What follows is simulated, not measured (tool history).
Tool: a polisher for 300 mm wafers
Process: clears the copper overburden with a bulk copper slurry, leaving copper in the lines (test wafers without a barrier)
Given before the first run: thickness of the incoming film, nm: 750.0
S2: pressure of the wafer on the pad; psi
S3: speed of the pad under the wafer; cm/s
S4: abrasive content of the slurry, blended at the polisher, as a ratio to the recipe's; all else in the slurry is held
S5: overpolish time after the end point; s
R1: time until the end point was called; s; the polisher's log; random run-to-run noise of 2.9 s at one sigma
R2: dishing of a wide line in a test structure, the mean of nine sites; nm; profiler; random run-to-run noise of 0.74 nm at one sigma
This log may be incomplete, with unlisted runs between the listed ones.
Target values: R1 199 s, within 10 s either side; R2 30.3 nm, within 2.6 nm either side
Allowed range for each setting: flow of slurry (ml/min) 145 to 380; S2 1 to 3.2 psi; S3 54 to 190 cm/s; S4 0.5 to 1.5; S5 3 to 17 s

Run 1, day 0: flow of slurry (ml/min) 245, S2 2.1 psi, S3 122 cm/s, S4 1, S5 9 s. Result: R1 110.29 s, R2 39.783 nm.
Run 2, day 0.275: flow of slurry (ml/min) 245, S2 1.9 psi, S3 120 cm/s, S4 1, S5 9 s. Result: R1 121.41 s, R2 35.217 nm.
Run 3, day 0.312: flow of slurry (ml/min) 245, S2 1.7 psi, S3 116 cm/s, S4 1, S5 10 s. Result: R1 136.72 s, R2 35.772 nm.
Run 4, day 0.479: flow of slurry (ml/min) 245, S2 1.3 psi, S3 116 cm/s, S4 1, S5 10 s. Result: R1 176.13 s, R2 27.736 nm.
Run 5, day 0.596: flow of slurry (ml/min) 245, S2 1.3 psi, S3 116 cm/s, S4 1, S5 8 s. Result: R1 180.73 s, R2 23.209 nm.
Run 6, day 0.654: flow of slurry (ml/min) 245, S2 1.3 psi, S3 114 cm/s, S4 1, S5 9 s. Result: R1 180.42 s, R2 25.235 nm.
Run 7, day 0.896: flow of slurry (ml/min) 245, S2 1 psi, S3 112 cm/s, S4 1, S5 13 s. Result: R1 231.13 s, R2 27.157 nm.
Run 8, day 1.179: flow of slurry (ml/min) 245, S2 1.1 psi, S3 112 cm/s, S4 1, S5 13 s. Result: R1 211.6 s, R2 29.577 nm.

Which single option among these 4 for the next run brings every result within its allowed miss of target? Just one does.
Run A, day 1.462: flow of slurry (ml/min) 225, S2 1 psi, S3 118 cm/s, S4 1.05, S5 14 s. Result: R1 ?, R2 ?.
Run B, day 1.462: flow of slurry (ml/min) 340, S2 1.1 psi, S3 86 cm/s, S4 1.05, S5 16 s. Result: R1 ?, R2 ?.
Run C, day 1.462: flow of slurry (ml/min) 255, S2 1.2 psi, S3 104 cm/s, S4 1.15, S5 10 s. Result: R1 ?, R2 ?.
Run D, day 1.462: flow of slurry (ml/min) 290, S2 1.1 psi, S3 114 cm/s, S4 1.1, S5 13 s. Result: R1 ?, R2 ?.

move      R1      R2
   A  222.53  29.017
   B  232.09  31.251
   C  194.47  25.377
   D  199.61  30.022
A: moves away from the targets compared with the last run
B: moves away from the targets compared with the last run
C: brings the last run's worst result on target, with another outside its allowed miss
D: every result lands within tolerance
So the answer is move D, the one that meets all the targets.
